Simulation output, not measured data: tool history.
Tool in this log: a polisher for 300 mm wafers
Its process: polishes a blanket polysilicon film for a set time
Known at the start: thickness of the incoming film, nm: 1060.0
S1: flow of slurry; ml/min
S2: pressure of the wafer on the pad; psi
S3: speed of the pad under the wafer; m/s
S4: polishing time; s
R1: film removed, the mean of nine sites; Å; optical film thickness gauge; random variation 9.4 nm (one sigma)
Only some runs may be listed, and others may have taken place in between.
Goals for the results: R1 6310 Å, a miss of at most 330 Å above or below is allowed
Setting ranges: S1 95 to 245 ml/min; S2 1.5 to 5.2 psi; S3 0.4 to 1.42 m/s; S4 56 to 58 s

run 1 hour=0 | S1=155 S2=3.3 S3=0.9 S4=56 | R1=4792.6
run 2 hour=5.2 | S1=155 S2=3.3 S3=0.9 S4=56 | R1=4743.8
run 3 hour=13 | S1=135 S2=3.3 S3=0.9 S4=56 | R1=4688.5
run 4 hour=21 | S1=135 S2=3.3 S3=1.02 S4=56 | R1=5283.4
run 5 hour=25.5 | S1=135 S2=3.4 S3=1.02 S4=56 | R1=5283
run 6 hour=29.7 | S1=105 S2=3.4 S3=1.02 S4=56 | R1=4971.1
run 7 hour=38.2 | S1=115 S2=3.5 S3=1.02 S4=56 | R1=5432.4
run 8 hour=42.5 | S1=120 S2=3.6 S3=1.02 S4=56 | R1=5597.6

Exactly one of the 5 candidate moves below puts every result within its allowed miss. Which one?
run A hour=46.8 | S1=120 S2=3.4 S3=1.02 S4=58 | R1=?
run B hour=46.8 | S1=135 S2=3.3 S3=1.06 S4=56 | R1=?
run C hour=46.8 | S1=115 S2=3.5 S3=1.06 S4=58 | R1=?
run D hour=46.8 | S1=145 S2=4.4 S3=1.06 S4=58 | R1=?
run E hour=46.8 | S1=150 S2=3.8 S3=1.08 S4=56 | R1=?

move=A R1=5539.8
move=B R1=5566.1
move=C R1=5829.3
move=D R1=7472.6
move=E R1=6521.1
A: the biggest miss grows against the last run
B: about as far from the targets as the last run
C: gains on the last run, yet a result remains outside its allowed miss
D: moves the result that the last run missed by most past its target, out the other side
E: hits every target within its allowed miss
Move E is the one to make.
